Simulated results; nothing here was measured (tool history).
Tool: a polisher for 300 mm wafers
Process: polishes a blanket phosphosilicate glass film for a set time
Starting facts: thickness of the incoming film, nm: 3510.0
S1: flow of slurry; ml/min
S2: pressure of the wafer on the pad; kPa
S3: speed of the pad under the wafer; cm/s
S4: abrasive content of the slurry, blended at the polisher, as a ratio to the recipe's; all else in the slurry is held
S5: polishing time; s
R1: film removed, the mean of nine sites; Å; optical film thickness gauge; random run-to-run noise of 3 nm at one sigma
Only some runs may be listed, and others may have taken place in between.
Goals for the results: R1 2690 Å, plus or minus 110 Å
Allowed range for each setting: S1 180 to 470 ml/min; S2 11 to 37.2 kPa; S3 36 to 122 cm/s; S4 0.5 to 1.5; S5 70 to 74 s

{"run": 1, "hour": 0.0, "S1": 300, "S2": 24.1, "S3": 78, "S4": 1, "S5": 70, "R1": 4687}
{"run": 2, "hour": 3.9, "S1": 300, "S2": 21.4, "S3": 78, "S4": 1, "S5": 70, "R1": 4208}
{"run": 3, "hour": 4.9, "S1": 300, "S2": 21.4, "S3": 58, "S4": 1, "S5": 70, "R1": 3604}
{"run": 4, "hour": 13.4, "S1": 300, "S2": 20, "S3": 58, "S4": 1, "S5": 70, "R1": 3351.8}
{"run": 5, "hour": 22.0, "S1": 370, "S2": 20, "S3": 58, "S4": 1, "S5": 70, "R1": 3484.3}
{"run": 6, "hour": 25.3, "S1": 370, "S2": 18.6, "S3": 58, "S4": 1, "S5": 70, "R1": 3159.3}
{"run": 7, "hour": 30.3, "S1": 370, "S2": 17.9, "S3": 58, "S4": 1, "S5": 70, "R1": 3100.1}
{"run": 8, "hour": 36.4, "S1": 370, "S2": 17.2, "S3": 58, "S4": 1, "S5": 70, "R1": 2915.6}
{"run": 9, "hour": 44.5, "S1": 370, "S2": 16.5, "S3": 58, "S4": 1, "S5": 70, "R1": 2896}

Exercise: of the 4 proposed moves below, exactly one satisfies all targets within the stated allowed misses. Which move is it?
{"run": "A", "hour": 52.6, "S1": 405, "S2": 16.5, "S3": 64, "S4": 0.9, "S5": 72, "R1": "?"}
{"run": "B", "hour": 52.6, "S1": 305, "S2": 17.9, "S3": 42, "S4": 0.95, "S5": 74, "R1": "?"}
{"run": "C", "hour": 52.6, "S1": 320, "S2": 13.8, "S3": 86, "S4": 0.9, "S5": 72, "R1": "?"}
{"run": "D", "hour": 52.6, "S1": 455, "S2": 16.5, "S3": 58, "S4": 1, "S5": 74, "R1": "?"}

move=A R1=2981.1
move=B R1=2687.3
move=C R1=2897.3
move=D R1=3050.9
A: misses by more than the last run did
B: each result inside its tolerance
C: no nearer and no further than the last run
D: misses by more than the last run did
Go with B: it meets all targets.
